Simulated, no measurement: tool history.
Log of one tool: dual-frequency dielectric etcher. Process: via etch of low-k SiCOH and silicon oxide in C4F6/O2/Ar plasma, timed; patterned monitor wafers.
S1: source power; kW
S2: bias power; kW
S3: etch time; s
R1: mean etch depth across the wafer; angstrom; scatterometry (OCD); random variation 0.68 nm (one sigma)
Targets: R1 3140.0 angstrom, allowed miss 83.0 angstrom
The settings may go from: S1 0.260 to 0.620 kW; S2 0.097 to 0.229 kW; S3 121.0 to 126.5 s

run,hour,S1,S2,S3,R1
1,0.0,0.440,0.163,121.0,3611.2
2,2.3,0.410,0.158,121.0,3504.6
3,4.2,0.410,0.158,126.5,3669.0
4,4.7,0.410,0.175,126.5,3735.5
5,6.3,0.410,0.175,126.5,3728.5
6,10.0,0.380,0.170,125.0,3580.3
7,18.7,0.360,0.165,124.0,3451.9
8,22.0,0.360,0.165,124.0,3465.6
9,23.2,0.340,0.161,123.5,3350.2
10,24.8,0.330,0.159,123.5,3302.8

Which of these 5 next moves meets every target?
A,26.4,0.340,0.157,126.5,?
B,26.4,0.270,0.163,124.5,?
C,26.4,0.340,0.139,126.5,?
D,26.4,0.340,0.157,125.0,?
E,26.4,0.340,0.170,125.5,?

move,R1
A,3428.0
B,3133.4
C,3351.0
D,3387.4
E,3454.5
A: further off than the last run
B: meets every target
C: further off than the last run
D: further off than the last run
E: further off than the last run
The right move is B.
